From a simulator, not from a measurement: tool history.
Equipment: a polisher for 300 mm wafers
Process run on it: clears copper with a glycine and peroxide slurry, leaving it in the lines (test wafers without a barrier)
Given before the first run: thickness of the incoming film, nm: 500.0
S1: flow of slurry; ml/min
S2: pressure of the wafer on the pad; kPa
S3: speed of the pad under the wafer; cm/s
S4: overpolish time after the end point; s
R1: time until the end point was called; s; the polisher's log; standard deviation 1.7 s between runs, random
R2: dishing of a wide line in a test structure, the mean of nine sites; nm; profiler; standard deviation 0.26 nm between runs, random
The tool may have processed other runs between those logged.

| run | hour | S1 | S2 | S3 | S4 | R1 | R2 |
|---|---|---|---|---|---|---|---|
| 1 | 0 | 300 | 15.9 | 98 | 10 | 111.41 | 22.453 |
| 2 | 7.9 | 300 | 15.9 | 98 | 14 | 113.47 | 27.827 |
| 3 | 15.8 | 285 | 15.2 | 100 | 12 | 113.7 | 25.395 |
| 4 | 18.7 | 285 | 15.2 | 110 | 12 | 103.26 | 25.735 |
| 5 | 23.9 | 320 | 13.8 | 114 | 10 | 106.94 | 23.772 |
| 6 | 26.3 | 295 | 15.2 | 104 | 9 | 110.28 | 21.288 |
| 7 | 27.1 | 275 | 16.5 | 96 | 8 | 113.49 | 19.422 |
| 8 | 32.5 | 255 | 17.9 | 90 | 7 | 111.82 | 16.869 |
| 9 | 37.8 | 245 | 18.6 | 88 | 6 | 114.5 | 15.146 |
| 10 | 46.3 | 240 | 19.3 | 88 | 5 | 112.42 | 14.233 |
| 11 | 54.9 | 235 | 19.3 | 88 | 5 | 114.27 | 13.708 |

Predict the results of run 12:
| 12 | 61.5 | 230 | 19.3 | 88 | 5 | ? | ? |

Logged for run 12: R1 113.25 s, R2 13.874 nm.
